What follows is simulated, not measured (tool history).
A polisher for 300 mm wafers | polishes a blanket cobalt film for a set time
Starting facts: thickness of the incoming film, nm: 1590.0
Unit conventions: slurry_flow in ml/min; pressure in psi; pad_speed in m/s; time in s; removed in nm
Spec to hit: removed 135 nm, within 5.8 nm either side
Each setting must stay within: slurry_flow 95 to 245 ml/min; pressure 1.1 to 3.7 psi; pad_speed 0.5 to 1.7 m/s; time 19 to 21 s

run  hour  slurry_flow  pressure  pad_speed  time  removed
  1     0          155       2.4        1.1    21   162.76
  2   5.2          155       2.3        1.1    21    153.1
  3  14.2          150       2.2        1.1    21   144.53
  4  19.6          145       2.2        1.1    21   148.29
  5  26.5          145       2.5        1.1    21   162.28
  6  29.8          145       2.5        1.2    21   180.16
  7  33.2          145       2.4        1.2    21   174.62
  8    40          145       2.3        1.2    21   167.41
  9  45.3          145       2.3        1.2    21   166.34
 10  50.5          145       2.2        1.2    21   158.01

5 candidate next runs follow, results not yet known. Just one meets every target within its allowed miss. Identify it.
  A  55.7          185       3.7        0.9    21        ?
  B  55.7          170       2.3       1.06    19        ?
  C  55.7          150         2       1.06    19        ?
  D  55.7          200       2.2       1.24    21        ?
  E  55.7          175       2.5       1.06    21        ?

move  removed
   A      204
   B   134.34
   C   115.07
   D   169.43
   E   161.69
A: moves away from the targets compared with the last run
B: every result within its allowed miss
C: the result that was furthest off in the last run now lies on the other side of its target
D: moves away from the targets compared with the last run
E: moves away from the targets compared with the last run
Correct choice: B, which meets every target
